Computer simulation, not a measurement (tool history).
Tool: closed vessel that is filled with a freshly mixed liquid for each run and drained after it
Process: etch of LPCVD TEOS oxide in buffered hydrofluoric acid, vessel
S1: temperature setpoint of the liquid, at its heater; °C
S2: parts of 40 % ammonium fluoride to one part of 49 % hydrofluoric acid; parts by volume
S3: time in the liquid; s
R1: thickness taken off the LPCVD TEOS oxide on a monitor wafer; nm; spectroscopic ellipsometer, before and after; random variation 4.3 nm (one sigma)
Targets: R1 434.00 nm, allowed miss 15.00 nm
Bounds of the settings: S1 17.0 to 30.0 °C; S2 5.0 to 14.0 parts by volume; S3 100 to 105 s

run 1 hour=0.0 | S1=22.0 S2=8.5 S3=100 | R1=286.45
run 2 hour=7.7 | S1=23.5 S2=8.5 S3=100 | R1=318.61
run 3 hour=13.7 | S1=24.5 S2=8.5 S3=100 | R1=326.79
run 4 hour=16.4 | S1=24.5 S2=7.5 S3=100 | R1=378.47
run 5 hour=23.0 | S1=24.5 S2=7.5 S3=100 | R1=369.42
run 6 hour=24.3 | S1=25.0 S2=7.5 S3=100 | R1=389.26
run 7 hour=25.4 | S1=25.0 S2=7.5 S3=100 | R1=385.28
run 8 hour=28.0 | S1=25.5 S2=7.5 S3=100 | R1=399.02

5 next moves are on the table. One of them brings every result within its allowed miss. Which?
run A hour=30.6 | S1=28.5 S2=8.5 S3=100 | R1=?
run B hour=30.6 | S1=25.0 S2=7.5 S3=100 | R1=?
run C hour=30.6 | S1=25.0 S2=7.0 S3=105 | R1=?
run D hour=30.6 | S1=24.5 S2=8.0 S3=100 | R1=?
run E hour=30.6 | S1=24.0 S2=8.0 S3=100 | R1=?

move=A R1=407.02
move=B R1=386.46
move=C R1=437.14
move=D R1=350.78
move=E R1=341.37
A: nearer than the last run, and not there yet
B: further off than the last run
C: meets every target
D: further off than the last run
E: further off than the last run
Move C is the one to make.

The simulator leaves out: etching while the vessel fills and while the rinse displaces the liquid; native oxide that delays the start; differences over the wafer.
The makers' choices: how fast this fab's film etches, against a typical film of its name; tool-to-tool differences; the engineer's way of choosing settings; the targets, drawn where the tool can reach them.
